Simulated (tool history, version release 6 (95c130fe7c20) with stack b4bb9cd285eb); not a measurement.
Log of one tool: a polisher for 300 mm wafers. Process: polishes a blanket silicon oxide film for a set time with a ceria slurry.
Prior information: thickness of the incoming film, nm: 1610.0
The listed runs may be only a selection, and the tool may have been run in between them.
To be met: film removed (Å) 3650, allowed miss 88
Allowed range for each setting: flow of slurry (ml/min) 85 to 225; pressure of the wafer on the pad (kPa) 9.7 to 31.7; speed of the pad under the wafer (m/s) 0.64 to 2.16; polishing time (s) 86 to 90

run	hour	flow of slurry (ml/min)	pressure of the wafer on the pad (kPa)	speed of the pad under the wafer (m/s)	polishing time (s)	film removed (Å)
1	0	145	20.7	1.4	86	4038.4
2	5.9	145	20.7	1.16	86	3315
3	12	145	20.7	0.92	86	2702.4
4	20.1	165	20.7	0.92	86	2703.4
5	26.6	165	22.8	0.92	86	2933.3
6	33.8	165	17.9	0.92	86	2483.5
# hour 38.4: head pressure recalibrated
7	38.4	165	21.4	0.92	86	3002.8
8	45.4	180	21.4	0.92	86	3073.7
9	53.8	210	24.8	0.92	86	3459.1

Next run, 5 choices. One meets every target within its allowed miss, the rest don't. Which?
A	62.2	185	23.4	0.98	90	?
B	62.2	220	31	0.74	86	?
C	62.2	225	24.1	0.84	90	?
D	62.2	210	26.9	0.84	87	?
E	62.2	215	25.5	0.84	90	?

move	film removed (Å)
A	3643.5
B	3397.3
C	3299.6
D	3438.7
E	3424.6
A: in spec on every target
B: the biggest miss grows against the last run
C: the biggest miss grows against the last run
D: the biggest miss grows against the last run
E: the biggest miss grows against the last run
Answer: A

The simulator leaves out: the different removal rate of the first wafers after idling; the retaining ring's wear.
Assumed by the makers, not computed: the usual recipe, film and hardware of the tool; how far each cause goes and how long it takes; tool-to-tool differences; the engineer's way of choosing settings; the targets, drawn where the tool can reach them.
